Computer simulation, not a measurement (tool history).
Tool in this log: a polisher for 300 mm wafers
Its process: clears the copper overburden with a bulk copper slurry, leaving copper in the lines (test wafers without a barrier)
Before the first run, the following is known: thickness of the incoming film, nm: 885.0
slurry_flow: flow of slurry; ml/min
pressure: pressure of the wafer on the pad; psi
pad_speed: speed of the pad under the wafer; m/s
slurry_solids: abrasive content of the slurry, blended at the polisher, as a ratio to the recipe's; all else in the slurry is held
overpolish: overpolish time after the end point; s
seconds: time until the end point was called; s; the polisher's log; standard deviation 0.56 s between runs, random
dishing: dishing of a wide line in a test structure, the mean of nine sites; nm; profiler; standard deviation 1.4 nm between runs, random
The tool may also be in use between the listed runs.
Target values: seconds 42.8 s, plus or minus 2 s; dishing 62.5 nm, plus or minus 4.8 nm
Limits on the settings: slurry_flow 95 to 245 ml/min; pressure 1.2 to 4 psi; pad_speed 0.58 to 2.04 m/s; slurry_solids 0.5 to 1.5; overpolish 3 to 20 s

run    day  slurry_flow  pressure  pad_speed  slurry_solids  overpolish  seconds  dishing
  1      0          155       2.6        1.3              1          10   68.275   86.993
  2  0.033          155       2.7       1.34              1           9   65.174   85.049
  3  0.158          160       2.7        1.4           1.05           8    61.45   79.583
  4  0.483          160       2.7        1.4            0.9           8   62.521   81.928
  5  0.617          160       2.7       1.64            0.9           8   53.162   86.321
  6  0.888          135       2.7       1.64            0.9           8    55.27   90.075
  7  1.092          150       2.7       1.66            0.9           7   52.849   79.331
  8  1.371          155       2.7       1.68            0.9           6   52.157   72.164
  9  1.454          160       2.7       1.68            0.9           6   52.566   72.788
 10  1.496          165       2.8        1.7            0.9           6   50.087   75.071
 11  1.529          170       2.8       1.72            0.9           6   48.723   75.661
 12  1.638          175       2.8       1.72            0.9           6   48.826   76.055
 13  1.704          180       2.8       1.74            0.9           6   48.747    75.33
 14  2.042          180       2.8       1.76            0.9           6   48.195   80.918
 15  2.162          175       2.8       1.76            0.9           6   47.754   79.367
 16  2.279          175       2.8       1.78            0.9           6   47.971   82.397
 17  2.383          170       2.9       1.78           0.85           6   45.316   79.257
 18  2.675          170         3       1.76           0.85           4   44.189   57.546
 19  2.792          175       3.1       1.78           0.85           5   43.006    73.02

Consider the 4 candidate settings below. Which is the only one whose results all fall within their allowed miss of target?
  A  2.908          175         3       1.84           0.85           3        ?        ?
  B  2.908          185       3.1       1.74           0.85           4        ?        ?
  C  2.908          135       3.2       1.82           0.75           3        ?        ?
  D  2.908          180       3.3       1.76           0.85           5        ?        ?

move  seconds  dishing
   A   43.335   47.618
   B   44.073    59.81
   C   42.963    48.12
   D   41.122   75.661
A: takes the result that was furthest off past its target
B: every result lands within tolerance
C: takes the result that was furthest off past its target
D: lands further from the targets than the last run did
Answer: B
